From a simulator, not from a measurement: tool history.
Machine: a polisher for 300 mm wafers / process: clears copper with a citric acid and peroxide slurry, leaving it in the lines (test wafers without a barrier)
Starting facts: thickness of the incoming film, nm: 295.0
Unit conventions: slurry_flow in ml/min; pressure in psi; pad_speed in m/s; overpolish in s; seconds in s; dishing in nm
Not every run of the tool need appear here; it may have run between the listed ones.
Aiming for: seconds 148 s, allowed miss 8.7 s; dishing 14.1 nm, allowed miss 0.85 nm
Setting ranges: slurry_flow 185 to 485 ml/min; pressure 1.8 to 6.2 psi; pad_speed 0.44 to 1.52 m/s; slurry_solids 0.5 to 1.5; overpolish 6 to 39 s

{"run": 1, "day": 0.0, "slurry_flow": 310, "pressure": 4, "pad_speed": 0.98, "slurry_solids": 1, "overpolish": 20, "seconds": 129.48, "dishing": 34.393}
{"run": 2, "day": 0.233, "slurry_flow": 310, "pressure": 4, "pad_speed": 1.14, "slurry_solids": 1, "overpolish": 20, "seconds": 111.33, "dishing": 39.36}
{"run": 3, "day": 0.6, "slurry_flow": 310, "pressure": 3.7, "pad_speed": 1.12, "slurry_solids": 1, "overpolish": 16, "seconds": 120.3, "dishing": 29.229}
{"run": 4, "day": 0.904, "slurry_flow": 310, "pressure": 3.7, "pad_speed": 1.12, "slurry_solids": 1.2, "overpolish": 16, "seconds": 116.78, "dishing": 29.822}
{"run": 5, "day": 1.262, "slurry_flow": 310, "pressure": 3.7, "pad_speed": 1.12, "slurry_solids": 1.2, "overpolish": 24, "seconds": 113.69, "dishing": 42.964}
{"run": 6, "day": 1.296, "slurry_flow": 310, "pressure": 3.7, "pad_speed": 1.12, "slurry_solids": 1.2, "overpolish": 18, "seconds": 115.17, "dishing": 33.795}
{"run": 7, "day": 1.429, "slurry_flow": 305, "pressure": 3.2, "pad_speed": 1.16, "slurry_solids": 1.2, "overpolish": 15, "seconds": 121.98, "dishing": 26.658}
{"run": 8, "day": 1.538, "slurry_flow": 305, "pressure": 3.2, "pad_speed": 1.16, "slurry_solids": 1.2, "overpolish": 15, "seconds": 125.93, "dishing": 27.696}
{"run": 9, "day": 1.771, "slurry_flow": 355, "pressure": 3.1, "pad_speed": 1.1, "slurry_solids": 1.3, "overpolish": 13, "seconds": 132.36, "dishing": 22.906}
{"run": 10, "day": 2.108, "slurry_flow": 420, "pressure": 2.4, "pad_speed": 1.08, "slurry_solids": 1.45, "overpolish": 6, "seconds": 153.1, "dishing": 9.3398}
{"run": 11, "day": 2.438, "slurry_flow": 385, "pressure": 2.5, "pad_speed": 1.08, "slurry_solids": 1.4, "overpolish": 6, "seconds": 147.97, "dishing": 9.4104}
{"run": 12, "day": 2.483, "slurry_flow": 390, "pressure": 2.6, "pad_speed": 1.08, "slurry_solids": 1.35, "overpolish": 7, "seconds": 145.59, "dishing": 10.893}
{"run": 13, "day": 2.65, "slurry_flow": 375, "pressure": 2.9, "pad_speed": 1.06, "slurry_solids": 1.1, "overpolish": 10, "seconds": 146.82, "dishing": 15.824}
{"run": 14, "day": 2.683, "slurry_flow": 385, "pressure": 2.9, "pad_speed": 1.06, "slurry_solids": 1.15, "overpolish": 10, "seconds": 144.93, "dishing": 15.997}
{"run": 15, "day": 2.917, "slurry_flow": 385, "pressure": 2.9, "pad_speed": 1.06, "slurry_solids": 1.2, "overpolish": 10, "seconds": 137.91, "dishing": 15.576}

Next run, 4 choices. One meets every target within its allowed miss, the rest don't. Which?
{"run": "A", "day": 3.15, "slurry_flow": 335, "pressure": 2, "pad_speed": 1.16, "slurry_solids": 1.2, "overpolish": 14, "seconds": "?", "dishing": "?"}
{"run": "B", "day": 3.15, "slurry_flow": 315, "pressure": 2.7, "pad_speed": 1.08, "slurry_solids": 1.25, "overpolish": 9, "seconds": "?", "dishing": "?"}
{"run": "C", "day": 3.15, "slurry_flow": 425, "pressure": 2.8, "pad_speed": 1.1, "slurry_solids": 1.1, "overpolish": 10, "seconds": "?", "dishing": "?"}
{"run": "D", "day": 3.15, "slurry_flow": 365, "pressure": 2.6, "pad_speed": 1.16, "slurry_solids": 1.15, "overpolish": 11, "seconds": "?", "dishing": "?"}

move=A seconds=169.75 dishing=19.074
move=B seconds=147.27 dishing=14.456
move=C seconds=142.11 dishing=16.523
move=D seconds=142.35 dishing=18.02
A: the biggest miss grows against the last run
B: every result within its allowed miss
C: the biggest miss grows against the last run
D: the biggest miss grows against the last run
B meets every target.

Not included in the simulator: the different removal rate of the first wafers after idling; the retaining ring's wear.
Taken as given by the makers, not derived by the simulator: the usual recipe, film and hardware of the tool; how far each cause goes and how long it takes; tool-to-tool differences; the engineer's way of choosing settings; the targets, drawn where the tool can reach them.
